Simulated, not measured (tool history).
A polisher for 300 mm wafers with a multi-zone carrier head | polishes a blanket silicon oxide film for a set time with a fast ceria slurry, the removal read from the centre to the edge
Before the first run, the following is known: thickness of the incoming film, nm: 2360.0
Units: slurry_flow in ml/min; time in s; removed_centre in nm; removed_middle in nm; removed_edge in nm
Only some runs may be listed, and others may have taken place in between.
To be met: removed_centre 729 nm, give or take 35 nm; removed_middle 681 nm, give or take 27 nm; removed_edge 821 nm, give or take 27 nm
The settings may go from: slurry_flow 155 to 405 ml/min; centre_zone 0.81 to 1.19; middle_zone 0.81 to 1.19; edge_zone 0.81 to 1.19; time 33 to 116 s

run 1 hour=0 | slurry_flow=260 centre_zone=1 middle_zone=1 edge_zone=1 time=74 | removed_centre=626.36 removed_middle=634.17 removed_edge=636.38
run 2 hour=8.6 | slurry_flow=260 centre_zone=1 middle_zone=0.98 edge_zone=1.03 time=76 | removed_centre=648.41 removed_middle=632.17 removed_edge=655.74
run 3 hour=16.1 | slurry_flow=260 centre_zone=1 middle_zone=0.98 edge_zone=0.96 time=76 | removed_centre=649.48 removed_middle=634.35 removed_edge=645.51
run 4 hour=18 | slurry_flow=260 centre_zone=1 middle_zone=0.98 edge_zone=0.96 time=85 | removed_centre=724.06 removed_middle=704.18 removed_edge=710.9
run 5 hour=20.3 | slurry_flow=260 centre_zone=1 middle_zone=0.98 edge_zone=0.96 time=77 | removed_centre=671.1 removed_middle=644.08 removed_edge=636.02
run 6 hour=26.1 | slurry_flow=300 centre_zone=1 middle_zone=0.98 edge_zone=0.96 time=77 | removed_centre=658.85 removed_middle=654.89 removed_edge=651.1
-- hour=29.3 worn pad replaced by a new one
run 7 hour=29.3 | slurry_flow=365 centre_zone=1.01 middle_zone=0.88 edge_zone=1.06 time=86 | removed_centre=851.06 removed_middle=755.17 removed_edge=851.98
run 8 hour=35.6 | slurry_flow=350 centre_zone=0.99 middle_zone=0.87 edge_zone=1.06 time=86 | removed_centre=831.9 removed_middle=734.34 removed_edge=856.37
run 9 hour=42.3 | slurry_flow=340 centre_zone=0.98 middle_zone=0.87 edge_zone=1.06 time=86 | removed_centre=812.74 removed_middle=733 removed_edge=844.18

5 candidate next runs follow, results not yet known. Just one meets every target within its allowed miss. Identify it.
run A hour=49 | slurry_flow=235 centre_zone=0.93 middle_zone=0.85 edge_zone=1.08 time=85 | removed_centre=? removed_middle=? removed_edge=?
run B hour=49 | slurry_flow=320 centre_zone=0.92 middle_zone=0.94 edge_zone=1.03 time=92 | removed_centre=? removed_middle=? removed_edge=?
run C hour=49 | slurry_flow=260 centre_zone=1.19 middle_zone=0.87 edge_zone=1.12 time=75 | removed_centre=? removed_middle=? removed_edge=?
run D hour=49 | slurry_flow=345 centre_zone=0.95 middle_zone=0.86 edge_zone=1.06 time=90 | removed_centre=? removed_middle=? removed_edge=?
run E hour=49 | slurry_flow=365 centre_zone=0.81 middle_zone=0.89 edge_zone=1.15 time=86 | removed_centre=? removed_middle=? removed_edge=?

move=A removed_centre=742.74 removed_middle=671.73 removed_edge=816.75
move=B removed_centre=824.1 removed_middle=815.88 removed_edge=883.4
move=C removed_centre=850.87 removed_middle=610.2 removed_edge=740.15
move=D removed_centre=838.17 removed_middle=746.03 removed_edge=881.81
move=E removed_centre=685.5 removed_middle=737.14 removed_edge=880.88
A: all results in spec
B: moves away from the targets compared with the last run
C: moves away from the targets compared with the last run
D: moves away from the targets compared with the last run
E: the result that was furthest off in the last run now lies on the other side of its target
The right move is A.
